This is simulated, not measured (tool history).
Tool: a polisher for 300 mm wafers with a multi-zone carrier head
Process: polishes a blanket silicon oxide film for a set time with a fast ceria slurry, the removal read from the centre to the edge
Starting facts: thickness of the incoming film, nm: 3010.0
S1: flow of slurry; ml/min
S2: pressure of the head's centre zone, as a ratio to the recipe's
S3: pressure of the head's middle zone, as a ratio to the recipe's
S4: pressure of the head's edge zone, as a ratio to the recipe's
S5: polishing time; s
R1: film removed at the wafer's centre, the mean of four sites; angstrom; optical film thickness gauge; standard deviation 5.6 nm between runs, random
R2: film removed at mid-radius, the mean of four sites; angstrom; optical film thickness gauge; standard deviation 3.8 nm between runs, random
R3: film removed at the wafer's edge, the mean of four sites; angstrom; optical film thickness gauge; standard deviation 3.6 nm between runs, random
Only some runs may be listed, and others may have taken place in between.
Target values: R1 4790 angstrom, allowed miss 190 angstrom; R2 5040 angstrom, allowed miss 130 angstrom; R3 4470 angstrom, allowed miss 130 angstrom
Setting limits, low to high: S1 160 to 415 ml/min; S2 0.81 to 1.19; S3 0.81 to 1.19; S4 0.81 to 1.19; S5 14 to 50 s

| run | hour | S1 | S2 | S3 | S4 | S5 | R1 | R2 | R3 |
|---|---|---|---|---|---|---|---|---|---|
| 1 | 0 | 265 | 1 | 1 | 1 | 32 | 6249 | 6457.7 | 6299.8 |
| 2 | 8.1 | 265 | 1 | 1 | 0.95 | 32 | 6452.3 | 6436.8 | 6244.1 |
| 3 | 9.4 | 265 | 1 | 1 | 0.87 | 32 | 6533 | 6567.3 | 6054.6 |
| 4 | 17.1 | 290 | 1 | 1 | 0.87 | 32 | 6402.7 | 6511.1 | 6111.3 |
| 5 | 24.9 | 275 | 0.99 | 1 | 0.85 | 30 | 5891.2 | 6003.8 | 5613.5 |
| 6 | 26.3 | 220 | 0.99 | 1 | 0.85 | 30 | 5719.6 | 5921.8 | 5491.5 |
| 7 | 35.2 | 220 | 0.99 | 1 | 0.85 | 30 | 5670.8 | 5915.8 | 5536.8 |
| 8 | 42.7 | 235 | 1.02 | 1.04 | 0.81 | 22 | 4301.6 | 4567.8 | 3941.4 |
| 9 | 43.8 | 255 | 1.02 | 1.05 | 0.84 | 22 | 4364 | 4647.3 | 4063.1 |
| 10 | 46.9 | 275 | 1.02 | 1.06 | 0.86 | 22 | 4434.5 | 4744.1 | 4145.3 |
| 11 | 49.7 | 350 | 1.04 | 1.08 | 0.94 | 22 | 4701.5 | 4902.5 | 4315.9 |
| 12 | 52.2 | 355 | 1.04 | 1.08 | 0.95 | 22 | 4641.8 | 4882.6 | 4402.8 |

Below are 5 possible settings for the next run. Only one of them brings all results inside the allowed miss of their targets. Which is it?
| A | 54.7 | 365 | 1.03 | 1.06 | 0.89 | 23 | ? | ? | ? |
| B | 54.7 | 355 | 0.98 | 0.98 | 1.04 | 22 | ? | ? | ? |
| C | 54.7 | 415 | 0.94 | 1.08 | 0.95 | 22 | ? | ? | ? |
| D | 54.7 | 355 | 1 | 1.13 | 0.98 | 22 | ? | ? | ? |
| E | 54.7 | 415 | 1.06 | 1.07 | 0.9 | 21 | ? | ? | ? |

| move | R1 | R2 | R3 |
|---|---|---|---|
| A | 4867.5 | 5023.4 | 4450.4 |
| B | 4414.2 | 4489.3 | 4524.5 |
| C | 4293.8 | 4932.5 | 4398.6 |
| D | 4509.6 | 5060.4 | 4407.5 |
| E | 4625.8 | 4668.8 | 4112.2 |
A: every result lands within tolerance
B: lands further from the targets than the last run did
C: puts the biggest miss on target and leaves a different result outside tolerance
D: puts the biggest miss on target and leaves a different result outside tolerance
E: lands further from the targets than the last run did
The right move is A.
